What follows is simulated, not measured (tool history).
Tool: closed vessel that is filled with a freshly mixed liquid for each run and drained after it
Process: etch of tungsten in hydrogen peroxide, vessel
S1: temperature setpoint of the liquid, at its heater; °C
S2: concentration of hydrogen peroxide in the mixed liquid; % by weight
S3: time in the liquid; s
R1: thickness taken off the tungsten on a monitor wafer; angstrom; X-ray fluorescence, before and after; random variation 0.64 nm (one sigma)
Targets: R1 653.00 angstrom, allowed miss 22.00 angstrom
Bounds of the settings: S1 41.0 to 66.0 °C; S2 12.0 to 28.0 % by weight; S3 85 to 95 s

| run | hour | S1 | S2 | S3 | R1 |
|---|---|---|---|---|---|
| 1 | 0.0 | 57.0 | 19.0 | 85 | 973.99 |
| 2 | 5.0 | 57.0 | 19.0 | 85 | 978.25 |
| 3 | 11.5 | 64.0 | 19.0 | 85 | 1465.10 |
| 4 | 18.0 | 64.0 | 19.0 | 95 | 1634.90 |
| 5 | 24.2 | 59.0 | 19.0 | 95 | 1198.20 |
| 6 | 25.2 | 59.0 | 19.0 | 85 | 1079.40 |
| 7 | 33.8 | 56.5 | 19.0 | 85 | 932.37 |
| 8 | 40.9 | 54.5 | 19.0 | 85 | 833.42 |
| 9 | 43.0 | 53.0 | 19.0 | 85 | 762.04 |

Which of these 5 next moves meets every target?
| A | 45.1 | 53.5 | 15.5 | 85 | ? |
| B | 45.1 | 48.0 | 18.0 | 95 | ? |
| C | 45.1 | 52.0 | 18.5 | 85 | ? |
| D | 45.1 | 46.5 | 27.5 | 85 | ? |
| E | 45.1 | 51.0 | 18.0 | 85 | ? |

| move | R1 |
|---|---|
| A | 703.89 |
| B | 604.59 |
| C | 702.06 |
| D | 608.50 |
| E | 651.42 |
A: nearer than the last run, and not there yet
B: takes the result that was furthest off past its target
C: nearer than the last run, and not there yet
D: takes the result that was furthest off past its target
E: meets every target
Answer: E

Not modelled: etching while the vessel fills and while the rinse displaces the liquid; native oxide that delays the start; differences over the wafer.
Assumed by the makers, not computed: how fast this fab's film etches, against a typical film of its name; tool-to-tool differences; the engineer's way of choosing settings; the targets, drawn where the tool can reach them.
